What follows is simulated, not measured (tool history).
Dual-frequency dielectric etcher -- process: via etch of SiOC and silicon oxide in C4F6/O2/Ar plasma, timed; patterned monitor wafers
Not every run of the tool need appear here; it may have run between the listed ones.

| run | hour | source power (kW) | bias power (kW) | etch time (s) | mean etch depth across the wafer (angstrom) |
|---|---|---|---|---|---|
| 1 | 0 | 0.37 | 0.21 | 40.5 | 458.73 |
| 2 | 7.5 | 0.37 | 0.187 | 40.5 | 439.65 |
| 3 | 9.1 | 0.33 | 0.187 | 40.5 | 416.62 |
| 4 | 15.7 | 0.29 | 0.187 | 40.5 | 391.81 |
| 5 | 18 | 0.35 | 0.187 | 40.5 | 429.66 |
| 6 | 19.6 | 0.38 | 0.187 | 40.5 | 443.12 |
| 7 | 24.1 | 0.42 | 0.192 | 40.5 | 467.62 |
| 8 | 30 | 0.45 | 0.197 | 40.5 | 490.53 |

Run 9 is up next; what results do you expect?
| 9 | 36.1 | 0.47 | 0.2 | 40.5 | ? |

mean etch depth across the wafer (angstrom): 501.48
